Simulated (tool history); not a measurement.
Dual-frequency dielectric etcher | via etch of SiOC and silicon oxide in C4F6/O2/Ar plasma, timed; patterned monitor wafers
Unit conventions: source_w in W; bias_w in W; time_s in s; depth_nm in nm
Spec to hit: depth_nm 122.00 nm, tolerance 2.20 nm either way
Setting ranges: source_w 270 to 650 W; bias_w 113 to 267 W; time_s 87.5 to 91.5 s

run	day	source_w	bias_w	time_s	depth_nm
1	0.000	460	190	87.5	105.59
2	0.154	460	190	91.5	111.21
3	0.425	460	166	91.5	107.92
4	0.700	480	168	91.5	108.46
5	1.021	510	173	91.5	112.88
6	1.133	440	173	91.5	107.55
7	1.458	470	176	91.5	109.16
8	1.825	500	178	91.5	112.96
9	1.862	520	179	91.5	113.57
10	1.900	540	181	91.5	114.64
11	2.229	560	184	91.5	116.37
12	2.308	570	186	91.5	118.11
13	2.483	580	187	91.5	118.89
14	2.842	580	187	91.5	119.72

Below are 4 possible settings for the next run. Only one of them brings all results inside the allowed miss of their targets. Which is it?
A	3.200	580	179	90.5	?
B	3.200	570	175	91.0	?
C	3.200	610	164	90.0	?
D	3.200	640	174	91.5	?

move	depth_nm
A	116.54
B	115.87
C	115.61
D	121.14
A: misses by more than the last run did
B: misses by more than the last run did
C: misses by more than the last run did
D: every result lands within tolerance
Correct choice: D, which meets every target
